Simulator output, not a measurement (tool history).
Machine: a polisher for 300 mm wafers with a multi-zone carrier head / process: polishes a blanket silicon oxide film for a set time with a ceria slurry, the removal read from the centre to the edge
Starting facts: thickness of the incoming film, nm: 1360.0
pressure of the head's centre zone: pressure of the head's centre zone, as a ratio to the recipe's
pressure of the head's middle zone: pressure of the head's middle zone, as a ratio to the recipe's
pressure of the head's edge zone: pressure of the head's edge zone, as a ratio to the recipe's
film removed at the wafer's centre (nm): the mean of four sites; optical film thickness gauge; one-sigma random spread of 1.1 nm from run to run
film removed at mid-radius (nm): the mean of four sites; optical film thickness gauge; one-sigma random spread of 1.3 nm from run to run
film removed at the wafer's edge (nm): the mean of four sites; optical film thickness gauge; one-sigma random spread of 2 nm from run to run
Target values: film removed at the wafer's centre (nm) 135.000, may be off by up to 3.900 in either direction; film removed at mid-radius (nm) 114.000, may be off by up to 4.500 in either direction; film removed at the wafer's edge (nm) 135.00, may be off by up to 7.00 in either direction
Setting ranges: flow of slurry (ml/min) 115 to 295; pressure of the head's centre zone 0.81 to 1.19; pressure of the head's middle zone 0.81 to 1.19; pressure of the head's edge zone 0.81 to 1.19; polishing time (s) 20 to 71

run  hour  flow of slurry (ml/min)  pressure of the head's centre zone  pressure of the head's middle zone  pressure of the head's edge zone  polishing time (s)  film removed at the wafer's centre (nm)  film removed at mid-radius (nm)  film removed at the wafer's edge (nm)
  1   0.0                      190                                1.00                                1.00                              1.00                  45                                  187.320                          193.980                                 198.05
  2   3.9                      155                                1.00                                1.00                              1.00                  45                                  174.400                          185.710                                 201.80
  3   8.5                      160                                1.01                                0.98                              1.00                  43                                  173.130                          175.550                                 193.19
  4  14.4                      160                                1.01                                0.98                              1.00                  34                                  136.810                          139.300                                 146.19
  5  15.6                      160                                1.01                                0.98                              1.00                  23                                   91.730                           94.064                                 104.10
  6  21.9                      160                                1.03                                0.98                              1.02                  24                                   96.331                           97.786                                 109.99
  7  26.2                      165                                1.05                                0.98                              1.03                  25                                  104.530                          104.750                                 110.07
  8  34.7                      165                                1.05                                0.96                              1.03                  26                                  109.850                          106.010                                 116.90
  9  40.2                      170                                1.05                                0.95                              1.04                  26                                  109.930                          105.110                                 119.46
 10  41.0                      180                                1.06                                0.94                              1.05                  26                                  110.260                          104.870                                 118.45
 11  47.3                      180                                1.07                                0.93                              1.06                  26                                  113.760                          105.330                                 119.91
 12  51.2                      185                                1.08                                0.92                              1.07                  26                                  115.110                          104.130                                 120.86
 13  52.4                      235                                1.17                                0.95                              1.16                  28                                  139.030                          120.820                                 134.93

Exactly one of the 4 candidate moves below puts every result within its allowed miss. Which one?
  A  53.6                      185                                1.15                                0.81                              1.19                  30                                        ?                                ?                                      ?
  B  53.6                      275                                1.16                                0.93                              1.15                  27                                        ?                                ?                                      ?
  C  53.6                      195                                1.18                                0.85                              1.15                  28                                        ?                                ?                                      ?
  D  53.6                      225                                1.19                                0.88                              1.19                  27                                        ?                                ?                                      ?

move  film removed at the wafer's centre (nm)  film removed at mid-radius (nm)  film removed at the wafer's edge (nm)
   A                                  140.620                          108.380                                 149.47
   B                                  135.660                          115.320                                 137.30
   C                                  136.050                          106.110                                 137.83
   D                                  135.460                          107.490                                 137.34
A: takes the result that was furthest off past its target
B: hits every target within its allowed miss
C: takes the result that was furthest off past its target
D: takes the result that was furthest off past its target
Answer: B

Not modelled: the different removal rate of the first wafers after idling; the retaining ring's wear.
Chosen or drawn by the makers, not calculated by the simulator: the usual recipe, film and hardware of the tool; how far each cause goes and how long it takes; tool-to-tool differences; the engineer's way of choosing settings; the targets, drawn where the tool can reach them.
